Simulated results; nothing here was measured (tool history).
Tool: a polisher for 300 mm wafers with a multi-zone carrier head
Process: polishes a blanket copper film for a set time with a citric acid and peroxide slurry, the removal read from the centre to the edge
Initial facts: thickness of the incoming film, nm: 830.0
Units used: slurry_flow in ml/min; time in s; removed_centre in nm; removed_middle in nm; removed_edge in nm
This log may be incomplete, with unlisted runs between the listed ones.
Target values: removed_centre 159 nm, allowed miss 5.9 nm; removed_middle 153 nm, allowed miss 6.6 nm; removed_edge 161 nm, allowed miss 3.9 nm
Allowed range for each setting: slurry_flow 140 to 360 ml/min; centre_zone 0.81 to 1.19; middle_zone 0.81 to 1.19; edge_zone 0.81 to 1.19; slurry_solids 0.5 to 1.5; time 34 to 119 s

run	hour	slurry_flow	centre_zone	middle_zone	edge_zone	slurry_solids	time	removed_centre	removed_middle	removed_edge
1	0	230	1	1	1	1	76	129.91	127.56	129.89
2	7.1	230	1	1	1.05	1	76	130.47	130.03	133.36
3	14.9	240	1.01	1	1.08	1.1	76	138.4	133.69	137.27
4	19.9	240	1.08	1	1.08	1.1	76	147.68	133.64	137.27
5	28.2	245	1.06	1	1.1	1.15	77	148.93	138.69	142.11
6	31.2	250	1.05	0.99	1.12	1.2	78	148.56	135.97	146.97
7	37.1	255	1.05	1	1.14	1.25	78	150.8	140.48	148.92
8	42	260	1.05	1.01	1.15	1.3	78	151.84	142.39	152.83
9	49.7	265	1.05	1.02	1.16	1.3	78	152.75	142.89	151.54
10	57.8	265	1.05	1.03	1.16	1.35	78	154.35	149.51	153.75
11	59.5	270	1.05	1.03	1.17	1.35	78	156.25	151.52	154.69

5 next moves are on the table. One of them brings every result within its allowed miss. Which?
A	61.2	235	1	0.97	1.18	1.3	87	?	?	?
B	61.2	305	1.13	0.98	1.05	1.5	78	?	?	?
C	61.2	350	1.02	1.01	1.14	1.05	85	?	?	?
D	61.2	290	1.09	1.05	1.17	1.45	74	?	?	?
E	61.2	295	1.12	1.11	1.13	1.35	76	?	?	?

move	removed_centre	removed_middle	removed_edge
A	158.79	154	173.35
B	171.37	147.66	154.22
C	158.92	155.55	164.47
D	154.89	146.72	152.75
E	161.47	155.95	151.91
A: takes the biggest miss from the last run beyond its target
B: moves away from the targets compared with the last run
C: hits every target within its allowed miss
D: moves away from the targets compared with the last run
E: moves away from the targets compared with the last run
C meets every target.
